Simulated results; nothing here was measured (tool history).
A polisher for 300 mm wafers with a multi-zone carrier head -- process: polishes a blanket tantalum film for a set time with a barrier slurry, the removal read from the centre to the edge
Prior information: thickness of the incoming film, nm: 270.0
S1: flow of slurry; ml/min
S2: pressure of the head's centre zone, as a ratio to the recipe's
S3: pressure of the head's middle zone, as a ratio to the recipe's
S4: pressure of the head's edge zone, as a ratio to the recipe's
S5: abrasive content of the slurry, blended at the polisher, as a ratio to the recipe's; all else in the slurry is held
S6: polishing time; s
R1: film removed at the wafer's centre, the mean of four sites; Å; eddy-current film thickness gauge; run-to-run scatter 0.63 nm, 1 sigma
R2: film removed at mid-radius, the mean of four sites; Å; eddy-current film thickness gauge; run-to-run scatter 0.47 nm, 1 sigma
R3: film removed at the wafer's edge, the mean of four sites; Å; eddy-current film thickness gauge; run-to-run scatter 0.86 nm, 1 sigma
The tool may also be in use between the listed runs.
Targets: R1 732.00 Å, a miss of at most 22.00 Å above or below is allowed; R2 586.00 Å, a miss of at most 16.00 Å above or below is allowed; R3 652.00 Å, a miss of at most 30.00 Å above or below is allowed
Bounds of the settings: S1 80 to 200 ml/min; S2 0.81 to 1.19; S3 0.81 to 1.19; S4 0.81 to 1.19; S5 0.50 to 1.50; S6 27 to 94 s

Run 1, hour 0.0: S1 130 ml/min, S2 1.00, S3 1.00, S4 1.00, S5 1.00, S6 60 s. Result: R1 536.22 Å, R2 503.59 Å, R3 520.70 Å.
Run 2, hour 4.9: S1 130 ml/min, S2 1.00, S3 0.94, S4 1.00, S5 1.00, S6 60 s. Result: R1 535.02 Å, R2 483.32 Å, R3 513.79 Å.
Run 3, hour 8.1: S1 140 ml/min, S2 1.03, S3 0.95, S4 1.04, S5 1.05, S6 60 s. Result: R1 568.94 Å, R2 496.03 Å, R3 550.36 Å.
Run 4, hour 16.9: S1 150 ml/min, S2 1.03, S3 0.95, S4 1.04, S5 1.05, S6 60 s. Result: R1 577.39 Å, R2 498.06 Å, R3 549.13 Å.
Run 5, hour 20.1: S1 150 ml/min, S2 1.03, S3 1.03, S4 1.04, S5 1.05, S6 60 s. Result: R1 570.61 Å, R2 540.01 Å, R3 541.04 Å.
Run 6, hour 27.3: S1 155 ml/min, S2 1.06, S3 1.02, S4 1.06, S5 1.10, S6 60 s. Result: R1 595.30 Å, R2 540.62 Å, R3 551.36 Å.
Run 7, hour 28.9: S1 160 ml/min, S2 1.08, S3 1.01, S4 1.08, S5 1.15, S6 60 s. Result: R1 618.20 Å, R2 542.61 Å, R3 568.58 Å.
Run 8, hour 35.2: S1 165 ml/min, S2 1.10, S3 1.01, S4 1.10, S5 1.20, S6 60 s. Result: R1 645.51 Å, R2 546.87 Å, R3 593.03 Å.
Run 9, hour 41.8: S1 170 ml/min, S2 1.11, S3 1.01, S4 1.11, S5 1.25, S6 60 s. Result: R1 647.04 Å, R2 560.07 Å, R3 590.25 Å.

Which single option among these 4 for the next run brings every result within its allowed miss of target? Just one does.
Run A, hour 48.4: S1 195 ml/min, S2 0.93, S3 1.01, S4 1.19, S5 1.10, S6 65 s. Result: R1 ?, R2 ?, R3 ?.
Run B, hour 48.4: S1 175 ml/min, S2 1.19, S3 0.89, S4 1.08, S5 1.15, S6 61 s. Result: R1 ?, R2 ?, R3 ?.
Run C, hour 48.4: S1 155 ml/min, S2 1.13, S3 0.95, S4 1.09, S5 1.20, S6 68 s. Result: R1 ?, R2 ?, R3 ?.
Run D, hour 48.4: S1 200 ml/min, S2 1.11, S3 0.98, S4 1.02, S5 1.05, S6 63 s. Result: R1 ?, R2 ?, R3 ?.

move      R1      R2      R3
   A  590.66  597.22  650.35
   B  704.79  500.82  584.16
   C  737.72  584.37  650.71
   D  679.74  560.11  584.14
A: misses by more than the last run did
B: misses by more than the last run did
C: every result within its allowed miss
D: closes in on the targets versus the last run, not all within tolerance yet
Correct choice: C, which meets every target

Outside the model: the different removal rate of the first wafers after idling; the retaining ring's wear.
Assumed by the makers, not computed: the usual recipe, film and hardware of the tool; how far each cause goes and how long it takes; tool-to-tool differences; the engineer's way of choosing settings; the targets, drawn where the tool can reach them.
